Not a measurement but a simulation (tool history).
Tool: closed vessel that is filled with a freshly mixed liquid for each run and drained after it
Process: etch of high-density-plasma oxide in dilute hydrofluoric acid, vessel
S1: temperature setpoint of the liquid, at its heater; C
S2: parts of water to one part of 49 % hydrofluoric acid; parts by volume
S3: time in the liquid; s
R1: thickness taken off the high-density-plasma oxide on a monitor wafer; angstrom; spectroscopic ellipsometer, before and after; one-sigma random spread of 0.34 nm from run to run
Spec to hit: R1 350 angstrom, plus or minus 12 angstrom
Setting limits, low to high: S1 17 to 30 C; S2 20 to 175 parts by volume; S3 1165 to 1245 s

run	hour	S1	S2	S3	R1
1	0	22	95	1165	582.33
2	5.6	22	115	1165	477.92
3	8.9	20.5	120	1165	418.55
4	18.2	20.5	100	1165	521.66
5	25.8	19.5	110	1165	445.62
6	30.1	19	115	1165	419.04
7	37.1	18.5	120	1165	395.66
8	45.7	18	120	1165	388.49
9	49.9	17.5	120	1165	376.73

Exercise: of the 5 proposed moves below, exactly one satisfies all targets within the stated allowed misses. Which move is it?
A	54.1	19	140	1230	?
B	54.1	17	140	1245	?
C	54.1	19	150	1225	?
D	54.1	19.5	160	1230	?
E	54.1	17	135	1175	?

move	R1
A	358.74
B	334.64
C	330.06
D	313.76
E	329.14
A: in spec on every target
B: takes the biggest miss from the last run beyond its target
C: takes the biggest miss from the last run beyond its target
D: takes the biggest miss from the last run beyond its target
E: takes the biggest miss from the last run beyond its target
A is the move that brings every result within its allowed miss.
